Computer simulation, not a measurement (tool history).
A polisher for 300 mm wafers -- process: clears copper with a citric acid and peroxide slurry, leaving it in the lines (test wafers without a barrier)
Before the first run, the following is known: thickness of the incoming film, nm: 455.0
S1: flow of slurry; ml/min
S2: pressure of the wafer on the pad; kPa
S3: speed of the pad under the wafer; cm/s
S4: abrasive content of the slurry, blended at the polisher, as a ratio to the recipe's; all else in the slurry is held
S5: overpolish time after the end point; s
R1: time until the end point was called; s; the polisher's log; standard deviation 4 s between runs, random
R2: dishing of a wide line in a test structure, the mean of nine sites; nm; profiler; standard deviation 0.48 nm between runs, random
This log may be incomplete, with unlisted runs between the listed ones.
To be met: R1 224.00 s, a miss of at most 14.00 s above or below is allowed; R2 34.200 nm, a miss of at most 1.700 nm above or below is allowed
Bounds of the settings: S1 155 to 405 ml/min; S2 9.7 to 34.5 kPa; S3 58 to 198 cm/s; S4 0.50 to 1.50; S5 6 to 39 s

run,day,S1,S2,S3,S4,S5,R1,R2
1,0.000,260,22.1,128,1.00,20,154.08,35.738
2,0.212,260,19.3,128,1.00,20,174.73,33.135
3,0.396,260,19.3,152,1.00,20,148.32,37.495
4,0.575,260,16.5,152,1.00,22,173.08,35.870
5,0.888,260,12.4,152,1.00,22,227.01,28.063
6,1.246,260,12.4,176,1.00,22,197.80,31.181
7,1.517,260,12.4,176,1.00,22,199.25,30.756
8,1.575,260,11.7,174,1.00,24,215.34,30.827

Next run, 5 choices. One meets every target within its allowed miss, the rest don't. Which?
A,1.633,200,13.1,172,1.30,23,?,?
B,1.633,295,11.7,186,0.95,28,?,?
C,1.633,270,10.3,186,1.05,24,?,?
D,1.633,350,11.0,192,0.95,19,?,?
E,1.633,265,10.3,186,0.95,28,?,?

move,R1,R2
A,186.17,33.632
B,197.90,37.103
C,219.92,29.995
D,200.41,26.819
E,225.14,33.278
A: meets the target for the result that was furthest off, but another lies outside its allowed miss
B: carries the result that was furthest off beyond its target, to the other side
C: moves away from the targets compared with the last run
D: moves away from the targets compared with the last run
E: every result within its allowed miss
Answer: E
